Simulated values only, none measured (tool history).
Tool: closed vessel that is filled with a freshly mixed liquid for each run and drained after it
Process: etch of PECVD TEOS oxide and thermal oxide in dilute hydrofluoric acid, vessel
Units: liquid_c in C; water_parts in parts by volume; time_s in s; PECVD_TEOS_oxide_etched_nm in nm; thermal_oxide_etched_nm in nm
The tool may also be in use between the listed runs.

run    day  liquid_c  water_parts  time_s  PECVD_TEOS_oxide_etched_nm  thermal_oxide_etched_nm
  1      0        23          120      90                      14.181                   3.1508
  2  0.267        23           85      90                       20.93                   4.5706
  3   0.55        22          100      90                      16.788                   3.7563
  4  0.625      21.5          115      90                      14.083                   3.1113
  5  0.758      20.5          125      90                      12.429                   2.7642
  6  0.942      20.5          100      90                      15.852                   3.4627
  7  1.125        20          110      90                      13.777                   2.9848

Run 8 comes next. What will it give?
  8  1.375        20          110      90                           ?                        ?

{"run 8": {"PECVD_TEOS_oxide_etched_nm": 13.773, "thermal_oxide_etched_nm": 3.0857}}
